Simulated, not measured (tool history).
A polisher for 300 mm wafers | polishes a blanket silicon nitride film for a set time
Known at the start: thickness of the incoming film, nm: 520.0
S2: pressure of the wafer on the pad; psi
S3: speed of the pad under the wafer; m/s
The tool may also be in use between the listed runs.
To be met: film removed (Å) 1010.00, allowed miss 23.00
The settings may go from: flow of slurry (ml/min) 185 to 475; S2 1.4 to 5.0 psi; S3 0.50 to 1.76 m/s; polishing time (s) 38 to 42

Run 1, hour 0.0: flow of slurry (ml/min) 305, S2 3.2 psi, S3 1.12 m/s, polishing time (s) 42. Result: film removed (Å) 790.51.
Run 2, hour 7.0: flow of slurry (ml/min) 305, S2 3.2 psi, S3 0.98 m/s, polishing time (s) 42. Result: film removed (Å) 703.40.
Run 3, hour 16.0: flow of slurry (ml/min) 305, S2 3.3 psi, S3 0.98 m/s, polishing time (s) 42. Result: film removed (Å) 726.49.
Run 4, hour 22.5: flow of slurry (ml/min) 305, S2 2.7 psi, S3 0.98 m/s, polishing time (s) 42. Result: film removed (Å) 601.73.
Run 5, hour 30.0: flow of slurry (ml/min) 305, S2 2.9 psi, S3 0.98 m/s, polishing time (s) 42. Result: film removed (Å) 651.83.
Run 6, hour 33.7: flow of slurry (ml/min) 305, S2 2.9 psi, S3 0.98 m/s, polishing time (s) 42. Result: film removed (Å) 644.27.
Run 7, hour 35.9: flow of slurry (ml/min) 305, S2 3.1 psi, S3 0.98 m/s, polishing time (s) 42. Result: film removed (Å) 691.00.
Run 8, hour 41.6: flow of slurry (ml/min) 305, S2 3.2 psi, S3 0.98 m/s, polishing time (s) 42. Result: film removed (Å) 707.85.
Run 9, hour 47.3: flow of slurry (ml/min) 305, S2 3.3 psi, S3 0.98 m/s, polishing time (s) 42. Result: film removed (Å) 727.20.
Run 10, hour 54.6: flow of slurry (ml/min) 305, S2 3.4 psi, S3 0.98 m/s, polishing time (s) 42. Result: film removed (Å) 747.63.
Run 11, hour 59.5: flow of slurry (ml/min) 305, S2 3.5 psi, S3 0.98 m/s, polishing time (s) 42. Result: film removed (Å) 771.24.
Run 12, hour 61.6: flow of slurry (ml/min) 305, S2 3.6 psi, S3 0.98 m/s, polishing time (s) 42. Result: film removed (Å) 780.57.
Run 13, hour 70.3: flow of slurry (ml/min) 305, S2 3.7 psi, S3 0.98 m/s, polishing time (s) 42. Result: film removed (Å) 815.25.
Run 14, hour 71.8: flow of slurry (ml/min) 305, S2 3.8 psi, S3 0.98 m/s, polishing time (s) 42. Result: film removed (Å) 832.34.
Run 15, hour 80.3: flow of slurry (ml/min) 305, S2 3.9 psi, S3 0.98 m/s, polishing time (s) 42. Result: film removed (Å) 855.41.
Run 16, hour 83.2: flow of slurry (ml/min) 305, S2 4.0 psi, S3 0.98 m/s, polishing time (s) 42. Result: film removed (Å) 880.72.
Run 17, hour 91.0: flow of slurry (ml/min) 305, S2 4.1 psi, S3 0.98 m/s, polishing time (s) 42. Result: film removed (Å) 898.53.
Run 18, hour 96.8: flow of slurry (ml/min) 315, S2 4.3 psi, S3 0.98 m/s, polishing time (s) 42. Result: film removed (Å) 936.06.
Run 19, hour 97.9: flow of slurry (ml/min) 310, S2 4.3 psi, S3 0.98 m/s, polishing time (s) 42. Result: film removed (Å) 942.59.
Run 20, hour 105.1: flow of slurry (ml/min) 310, S2 4.3 psi, S3 0.98 m/s, polishing time (s) 42. Result: film removed (Å) 937.63.

5 next moves are on the table. One of them brings every result within its allowed miss. Which?
Run A, hour 112.3: flow of slurry (ml/min) 295, S2 4.8 psi, S3 1.02 m/s, polishing time (s) 41. Result: film removed (Å) ?.
Run B, hour 112.3: flow of slurry (ml/min) 380, S2 4.6 psi, S3 1.04 m/s, polishing time (s) 42. Result: film removed (Å) ?.
Run C, hour 112.3: flow of slurry (ml/min) 330, S2 4.7 psi, S3 1.02 m/s, polishing time (s) 42. Result: film removed (Å) ?.
Run D, hour 112.3: flow of slurry (ml/min) 345, S2 4.0 psi, S3 0.94 m/s, polishing time (s) 42. Result: film removed (Å) ?.
Run E, hour 112.3: flow of slurry (ml/min) 305, S2 4.2 psi, S3 1.20 m/s, polishing time (s) 39. Result: film removed (Å) ?.

move  film removed (Å)
   A           1042.30
   B           1063.70
   C           1057.20
   D            849.17
   E            994.17
A: takes the result that was furthest off past its target
B: takes the result that was furthest off past its target
C: takes the result that was furthest off past its target
D: further off than the last run
E: meets every target
The right move is E.
